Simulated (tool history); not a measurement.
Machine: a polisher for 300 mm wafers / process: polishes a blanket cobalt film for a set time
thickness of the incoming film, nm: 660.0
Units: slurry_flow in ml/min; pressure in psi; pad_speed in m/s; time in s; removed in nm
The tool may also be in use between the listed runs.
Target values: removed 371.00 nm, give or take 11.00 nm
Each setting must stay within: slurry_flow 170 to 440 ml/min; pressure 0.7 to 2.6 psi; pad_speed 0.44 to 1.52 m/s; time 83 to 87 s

{"run": 1, "hour": 0.0, "slurry_flow": 280, "pressure": 1.6, "pad_speed": 0.98, "time": 83, "removed": 261.8}
{"run": 2, "hour": 4.0, "slurry_flow": 220, "pressure": 1.6, "pad_speed": 0.98, "time": 83, "removed": 250.21}
{"run": 3, "hour": 7.4, "slurry_flow": 220, "pressure": 1.6, "pad_speed": 0.88, "time": 83, "removed": 230.45}
{"run": 4, "hour": 15.8, "slurry_flow": 230, "pressure": 1.7, "pad_speed": 0.88, "time": 83, "removed": 245.22}
{"run": 5, "hour": 18.9, "slurry_flow": 200, "pressure": 1.7, "pad_speed": 0.88, "time": 83, "removed": 242.33}
{"run": 6, "hour": 23.1, "slurry_flow": 210, "pressure": 1.8, "pad_speed": 0.88, "time": 83, "removed": 251.53}
{"run": 7, "hour": 29.9, "slurry_flow": 210, "pressure": 2.3, "pad_speed": 0.9, "time": 83, "removed": 329.45}
{"run": 8, "hour": 36.0, "slurry_flow": 210, "pressure": 2.3, "pad_speed": 0.9, "time": 83, "removed": 334.34}
{"run": 9, "hour": 44.4, "slurry_flow": 215, "pressure": 2.3, "pad_speed": 0.9, "time": 83, "removed": 333.62}
{"run": 10, "hour": 48.2, "slurry_flow": 225, "pressure": 2.3, "pad_speed": 0.9, "time": 83, "removed": 336.16}

4 candidate next runs follow, results not yet known. Just one meets every target within its allowed miss. Identify it.
{"run": "A", "hour": 52.0, "slurry_flow": 245, "pressure": 2.0, "pad_speed": 1.08, "time": 87, "removed": "?"}
{"run": "B", "hour": 52.0, "slurry_flow": 255, "pressure": 2.2, "pad_speed": 0.9, "time": 83, "removed": "?"}
{"run": "C", "hour": 52.0, "slurry_flow": 175, "pressure": 2.5, "pad_speed": 1.0, "time": 84, "removed": "?"}
{"run": "D", "hour": 52.0, "slurry_flow": 225, "pressure": 2.2, "pad_speed": 0.88, "time": 87, "removed": "?"}

move=A removed=366.70
move=B removed=324.33
move=C removed=390.80
move=D removed=327.96
A: every result lands within tolerance
B: its largest miss is bigger than the last run's
C: takes the biggest miss from the last run beyond its target
D: its largest miss is bigger than the last run's
Go with A: it meets all targets.
